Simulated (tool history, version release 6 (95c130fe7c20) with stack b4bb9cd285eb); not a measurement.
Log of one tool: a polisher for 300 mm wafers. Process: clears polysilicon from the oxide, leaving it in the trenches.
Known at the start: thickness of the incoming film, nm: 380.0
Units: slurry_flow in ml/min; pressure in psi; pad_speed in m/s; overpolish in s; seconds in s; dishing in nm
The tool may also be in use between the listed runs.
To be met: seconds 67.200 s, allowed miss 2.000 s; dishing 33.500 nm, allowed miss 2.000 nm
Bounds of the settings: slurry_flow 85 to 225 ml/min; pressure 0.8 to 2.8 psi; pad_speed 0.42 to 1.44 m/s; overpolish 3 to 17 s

| run | hour | slurry_flow | pressure | pad_speed | overpolish | seconds | dishing |
|---|---|---|---|---|---|---|---|
| 1 | 0.0 | 145 | 1.8 | 0.92 | 9 | 52.663 | 38.970 |
| 2 | 0.6 | 140 | 1.7 | 0.92 | 9 | 55.952 | 37.924 |
| 3 | 8.4 | 140 | 1.7 | 0.92 | 12 | 56.078 | 42.625 |
| 4 | 10.7 | 175 | 1.7 | 0.92 | 12 | 53.340 | 44.821 |
| 5 | 15.7 | 170 | 1.7 | 0.92 | 12 | 54.770 | 43.048 |
| 6 | 17.7 | 140 | 1.7 | 0.92 | 12 | 56.063 | 43.665 |
| 7 | 18.2 | 140 | 1.7 | 0.92 | 12 | 55.407 | 44.557 |
| 8 | 22.5 | 140 | 1.5 | 0.92 | 10 | 63.302 | 37.202 |
| 9 | 27.1 | 140 | 1.5 | 0.92 | 10 | 62.928 | 37.296 |

4 next moves are on the table. One of them brings every result within its allowed miss. Which?
| A | 31.7 | 145 | 1.7 | 0.70 | 8 | ? | ? |
| B | 31.7 | 155 | 1.6 | 0.84 | 7 | ? | ? |
| C | 31.7 | 160 | 1.7 | 0.74 | 9 | ? | ? |
| D | 31.7 | 130 | 1.8 | 0.84 | 11 | ? | ? |

| move | seconds | dishing |
|---|---|---|
| A | 71.163 | 29.914 |
| B | 62.841 | 29.728 |
| C | 66.347 | 33.814 |
| D | 58.097 | 40.866 |
A: takes the result that was furthest off past its target
B: as far off as the last run
C: meets every target
D: further off than the last run
Answer: C

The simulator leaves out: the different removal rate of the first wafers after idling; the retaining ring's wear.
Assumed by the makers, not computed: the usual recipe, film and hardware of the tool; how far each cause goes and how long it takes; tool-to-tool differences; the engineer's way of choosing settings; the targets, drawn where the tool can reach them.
